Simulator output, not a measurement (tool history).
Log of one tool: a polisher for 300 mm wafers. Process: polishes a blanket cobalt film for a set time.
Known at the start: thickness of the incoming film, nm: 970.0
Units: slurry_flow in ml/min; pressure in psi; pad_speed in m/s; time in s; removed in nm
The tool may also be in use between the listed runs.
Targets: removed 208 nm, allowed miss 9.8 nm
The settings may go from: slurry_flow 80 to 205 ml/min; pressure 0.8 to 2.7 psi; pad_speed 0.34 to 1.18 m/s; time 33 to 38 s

run  hour  slurry_flow  pressure  pad_speed  time  removed
  1     0          135       1.7       0.76    38   118.82
  2     5          135       1.8       0.76    38   128.33
  3   6.7          135       1.9       0.76    38   128.18
  4    10          135       2.2       0.76    38   147.97
  5  16.2          135       2.2       0.76    38   146.92
  6  16.9          135       2.3       0.78    38    160.6
  7  23.6          140       2.5        0.8    38   177.68
  8    29          140       2.6       0.84    38   190.16

4 next moves are on the table. One of them brings every result within its allowed miss. Which?
  A  34.4          140       2.6       0.84    36        ?
  B  34.4          150       2.7       0.86    38        ?
  C  34.4          130       2.5       0.92    36        ?
  D  34.4          145       2.6       0.94    33        ?

move  removed
   A   183.79
   B   207.37
   C   191.71
   D      189
A: further off than the last run
B: meets every target
C: nearer than the last run, and not there yet
D: further off than the last run
Answer: B
